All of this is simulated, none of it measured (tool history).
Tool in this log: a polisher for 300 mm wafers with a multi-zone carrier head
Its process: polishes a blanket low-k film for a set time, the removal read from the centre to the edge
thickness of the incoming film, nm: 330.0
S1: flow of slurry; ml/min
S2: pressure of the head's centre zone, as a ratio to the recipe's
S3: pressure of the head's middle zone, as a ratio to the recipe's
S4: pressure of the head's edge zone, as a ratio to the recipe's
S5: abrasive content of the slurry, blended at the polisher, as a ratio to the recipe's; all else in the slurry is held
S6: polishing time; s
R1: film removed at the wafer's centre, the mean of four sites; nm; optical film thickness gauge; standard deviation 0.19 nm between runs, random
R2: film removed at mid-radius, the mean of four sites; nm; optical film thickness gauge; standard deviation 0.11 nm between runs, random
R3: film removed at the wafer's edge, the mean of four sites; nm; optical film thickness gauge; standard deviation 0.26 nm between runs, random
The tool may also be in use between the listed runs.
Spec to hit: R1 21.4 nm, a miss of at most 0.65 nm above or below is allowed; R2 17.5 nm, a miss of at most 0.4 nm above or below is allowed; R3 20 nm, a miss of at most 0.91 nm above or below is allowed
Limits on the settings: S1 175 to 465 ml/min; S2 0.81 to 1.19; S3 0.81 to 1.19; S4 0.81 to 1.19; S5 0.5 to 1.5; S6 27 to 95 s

run  hour   S1    S2    S3    S4    S5  S6      R1      R2      R3
  1     0  295     1     1     1     1  61  26.765   26.21  26.816
  2     6  285  1.01  0.95  0.97  0.85  61   24.99  23.245  24.939
  3  12.4  285  1.01  1.01  0.97  0.85  61  25.123  24.497  24.879
  4    14  250  1.01  1.01  0.97  0.85  61  24.565  24.134  24.609
  5  17.1  250  1.01  0.98  0.97  0.85  61  24.637  23.555  24.284
  6  21.7  250  1.01  0.95  0.97  0.85  61  24.369  22.954  23.598
  7  25.4  250  1.01  0.95  0.97  0.85  61  24.353  22.941  24.304
  8  33.2  245  1.03  0.91  0.94  0.75  61  23.305  20.862  22.424
  9  35.9  240  1.04  0.88  0.93   0.7  61  22.948  19.833  22.009
 10    37  230  1.04  0.86  0.91  0.65  61  21.865  18.438  20.109
 11  41.4  220  1.04  0.85  0.92  0.65  61  21.987  18.101  20.801
 12  46.1  210  1.04  0.85  0.91  0.65  61   21.87   17.94  20.188

Which single option among these 5 for the next run brings every result within its allowed miss of target? Just one does.
  A  50.8  175  1.06  0.97  0.85   0.5  66   ?   ?   ?
  B  50.8  215  1.11  0.95  0.81  0.75  53   ?   ?   ?
  C  50.8  180  1.13  0.92  1.01   0.5  65   ?   ?   ?
  D  50.8  210  0.97  0.83  0.87   0.7  59   ?   ?   ?
  E  50.8  225  1.08  0.97  0.89   0.5  60   ?   ?   ?

move      R1      R2      R3
   A  20.492  18.202  18.473
   B   21.99  18.238  18.268
   C  21.656  17.239  19.811
   D  20.578  17.516  20.291
   E   19.96  17.301  17.723
A: its largest miss is bigger than the last run's
B: its largest miss is bigger than the last run's
C: hits every target within its allowed miss
D: gets the furthest-off result to its target, but another result is out of tolerance
E: gets the furthest-off result to its target, but another result is out of tolerance
The right move is C.

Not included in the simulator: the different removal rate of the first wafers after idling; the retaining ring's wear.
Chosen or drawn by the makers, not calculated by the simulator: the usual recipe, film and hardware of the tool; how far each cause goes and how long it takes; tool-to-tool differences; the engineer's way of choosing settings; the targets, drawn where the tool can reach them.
